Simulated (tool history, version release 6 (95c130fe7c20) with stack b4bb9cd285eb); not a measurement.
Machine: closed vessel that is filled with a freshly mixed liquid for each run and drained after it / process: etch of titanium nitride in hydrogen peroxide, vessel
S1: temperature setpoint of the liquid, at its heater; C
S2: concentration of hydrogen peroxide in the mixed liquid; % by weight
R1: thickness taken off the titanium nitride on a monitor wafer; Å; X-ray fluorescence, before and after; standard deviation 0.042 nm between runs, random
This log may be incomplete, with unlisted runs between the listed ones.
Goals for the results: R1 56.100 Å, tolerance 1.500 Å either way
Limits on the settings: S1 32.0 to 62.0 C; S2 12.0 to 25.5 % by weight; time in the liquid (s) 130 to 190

{"run": 1, "hour": 0.0, "S1": 46.0, "S2": 17.5, "time in the liquid (s)": 190, "R1": 43.62}
{"run": 2, "hour": 6.2, "S1": 47.0, "S2": 17.5, "time in the liquid (s)": 190, "R1": 46.501}
{"run": 3, "hour": 13.2, "S1": 47.0, "S2": 17.5, "time in the liquid (s)": 190, "R1": 46.641}
{"run": 4, "hour": 17.7, "S1": 47.0, "S2": 17.5, "time in the liquid (s)": 130, "R1": 31.342}
{"run": 5, "hour": 26.9, "S1": 50.0, "S2": 17.5, "time in the liquid (s)": 130, "R1": 40.034}
{"run": 6, "hour": 31.8, "S1": 50.0, "S2": 17.5, "time in the liquid (s)": 130, "R1": 39.683}
{"run": 7, "hour": 36.8, "S1": 55.5, "S2": 17.5, "time in the liquid (s)": 130, "R1": 58.571}
{"run": 8, "hour": 38.5, "S1": 55.5, "S2": 17.5, "time in the liquid (s)": 130, "R1": 59.114}

Exercise: of the 4 proposed moves below, exactly one satisfies all targets within the stated allowed misses. Which move is it?
{"run": "A", "hour": 40.2, "S1": 54.0, "S2": 17.0, "time in the liquid (s)": 130, "R1": "?"}
{"run": "B", "hour": 40.2, "S1": 55.0, "S2": 16.5, "time in the liquid (s)": 130, "R1": "?"}
{"run": "C", "hour": 40.2, "S1": 56.0, "S2": 16.5, "time in the liquid (s)": 130, "R1": "?"}
{"run": "D", "hour": 40.2, "S1": 51.5, "S2": 18.0, "time in the liquid (s)": 175, "R1": "?"}

move=A R1=52.837
move=B R1=56.325
move=C R1=60.399
move=D R1=60.283
A: pushes the last run's worst result past its target
B: in spec on every target
C: the biggest miss grows against the last run
D: the biggest miss grows against the last run
B meets every target.
